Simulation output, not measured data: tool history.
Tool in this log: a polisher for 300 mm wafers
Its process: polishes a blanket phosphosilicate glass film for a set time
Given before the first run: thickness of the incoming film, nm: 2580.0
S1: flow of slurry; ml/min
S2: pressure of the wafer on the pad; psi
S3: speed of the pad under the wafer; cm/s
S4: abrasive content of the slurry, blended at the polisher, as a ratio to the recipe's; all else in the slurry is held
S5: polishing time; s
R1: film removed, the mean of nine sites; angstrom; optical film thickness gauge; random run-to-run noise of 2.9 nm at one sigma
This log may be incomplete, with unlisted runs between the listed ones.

run  hour   S1   S2  S3   S4  S5      R1
  1   0.0  275  3.8  78  1.0  47  3433.3
  2   0.6  275  3.2  76  1.0  47  2811.6
  3   5.1  275  2.9  76  1.0  47  2528.4
  4   8.6  275  2.7  76  1.0  47  2450.0
  5  13.5  275  3.4  76  1.0  47  3015.5
  6  14.5  275  3.4  60  1.0  47  2550.0
  7  21.6  275  3.2  60  1.0  47  2461.7

Run 8, settings as shown, results not yet in. Your forecast:
  8  23.8  275  3.0  60  1.0  47   ?

R1: 2319.3 angstrom

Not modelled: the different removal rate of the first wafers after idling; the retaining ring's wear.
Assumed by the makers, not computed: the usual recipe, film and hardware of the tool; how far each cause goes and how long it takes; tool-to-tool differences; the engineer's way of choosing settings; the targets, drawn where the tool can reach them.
